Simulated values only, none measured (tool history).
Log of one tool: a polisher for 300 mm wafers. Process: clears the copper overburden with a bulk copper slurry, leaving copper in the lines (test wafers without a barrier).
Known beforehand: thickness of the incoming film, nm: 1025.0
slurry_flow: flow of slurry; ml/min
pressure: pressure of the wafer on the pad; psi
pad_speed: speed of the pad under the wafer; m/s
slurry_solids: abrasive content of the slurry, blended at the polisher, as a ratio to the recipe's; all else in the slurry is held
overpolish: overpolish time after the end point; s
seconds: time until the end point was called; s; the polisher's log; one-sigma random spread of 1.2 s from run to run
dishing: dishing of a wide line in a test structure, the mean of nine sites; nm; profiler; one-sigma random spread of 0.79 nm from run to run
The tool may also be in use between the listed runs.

run    day  slurry_flow  pressure  pad_speed  slurry_solids  overpolish  seconds  dishing
  1      0          170       3.1       1.08              1          12   74.479    39.78
  2  0.025          165       2.7       1.06              1          15   83.766   41.633
  3  0.275          205       2.7       1.06              1          15   81.203   40.821
  4  0.321          190       2.7       1.06              1          15   83.256   40.621
  5    0.6          190       2.7       1.06              1          11   80.295   38.067
  6  0.738          185       2.4       1.06              1          13     89.9   38.512

Run 7 comes next. What will it give?
  7  0.988          185       2.4       1.06              1          13        ?        ?

{"run 7": {"seconds": 88.767, "dishing": 39.73}}
